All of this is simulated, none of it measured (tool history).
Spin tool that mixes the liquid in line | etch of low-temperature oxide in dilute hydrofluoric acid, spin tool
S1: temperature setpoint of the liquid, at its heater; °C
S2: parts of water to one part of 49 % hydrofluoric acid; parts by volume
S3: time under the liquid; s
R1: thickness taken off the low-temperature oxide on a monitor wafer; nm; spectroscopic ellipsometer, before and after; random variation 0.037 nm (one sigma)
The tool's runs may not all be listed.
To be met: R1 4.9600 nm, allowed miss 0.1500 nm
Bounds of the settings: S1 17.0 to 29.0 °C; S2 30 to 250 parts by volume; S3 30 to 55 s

run  hour    S1   S2  S3      R1
  1   0.0  21.0  140  55  3.5784
  2   8.3  22.0  140  55  3.6736
  3  14.3  20.5  140  55  3.4791
  4  21.7  21.5  140  55  3.6211
  5  27.4  20.0  140  55  3.4216
  6  36.4  21.0  140  55  3.6122
  7  43.8  22.0  140  55  3.7419
  8  51.2  23.0  140  55  3.8790
  9  57.5  27.0  135  55  4.6760

Which of these 5 next moves meets every target?
  A  63.8  24.5  125  55   ?
  B  63.8  26.0  125  55   ?
  C  63.8  23.0  120  55   ?
  D  63.8  26.5  135  55   ?
  E  63.8  23.5  125  55   ?

move      R1
   A  4.6613
   B  4.9380
   C  4.6063
   D  4.6024
   E  4.4834
A: further off than the last run
B: meets every target
C: further off than the last run
D: further off than the last run
E: further off than the last run
The right move is B.
